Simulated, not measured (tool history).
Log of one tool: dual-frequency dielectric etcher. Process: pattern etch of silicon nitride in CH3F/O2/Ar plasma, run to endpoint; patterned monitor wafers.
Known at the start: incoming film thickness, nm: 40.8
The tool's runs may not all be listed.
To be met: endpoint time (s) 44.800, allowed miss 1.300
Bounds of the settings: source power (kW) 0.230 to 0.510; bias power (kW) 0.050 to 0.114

run 1 day=0.000 | source_power_(kW)=0.370 bias_power_(kW)=0.082 | endpoint_time_(s)=50.846
run 2 day=0.288 | source_power_(kW)=0.310 bias_power_(kW)=0.082 | endpoint_time_(s)=56.629
run 3 day=0.396 | source_power_(kW)=0.340 bias_power_(kW)=0.083 | endpoint_time_(s)=53.111
run 4 day=0.425 | source_power_(kW)=0.360 bias_power_(kW)=0.084 | endpoint_time_(s)=51.199
run 5 day=0.579 | source_power_(kW)=0.360 bias_power_(kW)=0.077 | endpoint_time_(s)=53.420
run 6 day=0.800 | source_power_(kW)=0.360 bias_power_(kW)=0.063 | endpoint_time_(s)=58.893
run 7 day=1.071 | source_power_(kW)=0.390 bias_power_(kW)=0.065 | endpoint_time_(s)=56.488
run 8 day=1.267 | source_power_(kW)=0.410 bias_power_(kW)=0.069 | endpoint_time_(s)=52.535
run 9 day=1.367 | source_power_(kW)=0.430 bias_power_(kW)=0.070 | endpoint_time_(s)=52.203
run 10 day=1.475 | source_power_(kW)=0.440 bias_power_(kW)=0.073 | endpoint_time_(s)=49.915
run 11 day=1.504 | source_power_(kW)=0.450 bias_power_(kW)=0.074 | endpoint_time_(s)=48.822
run 12 day=1.833 | source_power_(kW)=0.460 bias_power_(kW)=0.075 | endpoint_time_(s)=47.858
run 13 day=1.908 | source_power_(kW)=0.470 bias_power_(kW)=0.076 | endpoint_time_(s)=46.866
run 14 day=2.271 | source_power_(kW)=0.480 bias_power_(kW)=0.076 | endpoint_time_(s)=46.136

Which of these 5 next moves meets every target?
run A day=2.633 | source_power_(kW)=0.490 bias_power_(kW)=0.092 | endpoint_time_(s)=?
run B day=2.633 | source_power_(kW)=0.510 bias_power_(kW)=0.090 | endpoint_time_(s)=?
run C day=2.633 | source_power_(kW)=0.510 bias_power_(kW)=0.094 | endpoint_time_(s)=?
run D day=2.633 | source_power_(kW)=0.480 bias_power_(kW)=0.083 | endpoint_time_(s)=?
run E day=2.633 | source_power_(kW)=0.510 bias_power_(kW)=0.091 | endpoint_time_(s)=?

move=A endpoint_time_(s)=42.326
move=B endpoint_time_(s)=41.979
move=C endpoint_time_(s)=41.139
move=D endpoint_time_(s)=44.843
move=E endpoint_time_(s)=41.764
A: takes the result that was furthest off past its target
B: takes the result that was furthest off past its target
C: takes the result that was furthest off past its target
D: meets every target
E: takes the result that was furthest off past its target
Answer: D

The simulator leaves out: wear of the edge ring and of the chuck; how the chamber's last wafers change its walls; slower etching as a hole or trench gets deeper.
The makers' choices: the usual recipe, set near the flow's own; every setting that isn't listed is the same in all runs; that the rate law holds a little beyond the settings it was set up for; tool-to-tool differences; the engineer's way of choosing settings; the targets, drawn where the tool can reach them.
